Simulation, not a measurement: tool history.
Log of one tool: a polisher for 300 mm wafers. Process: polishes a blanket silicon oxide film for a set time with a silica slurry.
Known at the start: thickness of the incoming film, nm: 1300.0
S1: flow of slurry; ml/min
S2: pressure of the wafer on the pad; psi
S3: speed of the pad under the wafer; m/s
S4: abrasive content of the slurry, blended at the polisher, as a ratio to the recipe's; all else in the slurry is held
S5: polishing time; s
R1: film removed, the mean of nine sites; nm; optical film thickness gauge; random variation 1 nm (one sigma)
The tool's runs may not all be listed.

run 1 day=0.000 | S1=310 S2=4.1 S3=1.16 S4=1.0 S5=44 | R1=131.26
run 2 day=0.250 | S1=310 S2=3.9 S3=1.16 S4=1.0 S5=44 | R1=126.23
run 3 day=0.562 | S1=310 S2=3.7 S3=1.16 S4=1.0 S5=44 | R1=123.21
run 4 day=0.788 | S1=310 S2=3.7 S3=1.36 S4=1.0 S5=44 | R1=137.60
run 5 day=1.021 | S1=360 S2=3.7 S3=1.36 S4=1.0 S5=44 | R1=139.83
run 6 day=1.050 | S1=360 S2=3.4 S3=1.36 S4=1.0 S5=44 | R1=132.39
run 7 day=1.371 | S1=360 S2=3.1 S3=1.36 S4=1.0 S5=44 | R1=123.56
run 8 day=1.504 | S1=360 S2=2.9 S3=1.36 S4=1.0 S5=44 | R1=118.67
run 9 day=1.533 | S1=360 S2=2.8 S3=1.36 S4=1.0 S5=44 | R1=116.96

The next listed run, before its measurement:
run 10 day=1.871 | S1=360 S2=2.7 S3=1.36 S4=1.0 S5=44 | R1=?

{"run 10": {"R1": 115.27}}
